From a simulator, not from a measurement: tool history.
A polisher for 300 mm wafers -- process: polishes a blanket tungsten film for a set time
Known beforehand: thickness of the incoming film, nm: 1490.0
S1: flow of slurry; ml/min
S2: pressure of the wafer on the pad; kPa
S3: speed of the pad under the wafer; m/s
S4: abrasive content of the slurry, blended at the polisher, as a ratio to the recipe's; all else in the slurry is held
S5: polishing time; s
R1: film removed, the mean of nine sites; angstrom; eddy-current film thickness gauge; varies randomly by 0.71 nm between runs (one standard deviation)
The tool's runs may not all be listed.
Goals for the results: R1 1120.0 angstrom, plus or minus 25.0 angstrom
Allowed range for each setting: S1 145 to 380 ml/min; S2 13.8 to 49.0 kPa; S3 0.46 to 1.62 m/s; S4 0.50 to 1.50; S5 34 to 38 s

run	hour	S1	S2	S3	S4	S5	R1
1	0.0	245	31.0	1.04	1.00	38	2196.0
2	4.9	240	26.2	1.02	1.00	38	1838.9
3	10.7	240	26.2	0.84	1.00	38	1536.3
4	17.9	240	26.2	0.84	1.00	34	1385.2
5	21.2	235	24.8	0.84	1.00	34	1310.6
6	23.2	235	24.8	0.84	1.00	38	1435.8
7	25.3	225	23.4	0.84	1.00	38	1365.4
8	32.6	215	22.1	0.84	1.00	38	1271.2
9	37.7	200	21.4	0.84	1.00	38	1244.6
10	43.8	200	21.4	0.84	1.00	38	1246.9
11	47.7	185	17.9	0.84	1.00	38	1046.6
12	52.6	185	17.9	0.84	1.00	38	1041.4
13	61.5	225	20.0	0.84	1.00	38	1173.3

4 next moves are on the table. One of them brings every result within its allowed miss. Which?
A	70.4	255	22.8	0.84	1.05	34	?
B	70.4	185	21.4	0.82	0.90	38	?
C	70.4	235	16.5	0.94	1.10	38	?
D	70.4	245	18.6	1.00	1.15	34	?

move	R1
A	1231.0
B	1190.9
C	1136.9
D	1224.0
A: its largest miss is bigger than the last run's
B: its largest miss is bigger than the last run's
C: all results land within tolerance of their targets
D: its largest miss is bigger than the last run's
Correct choice: C, which meets every target
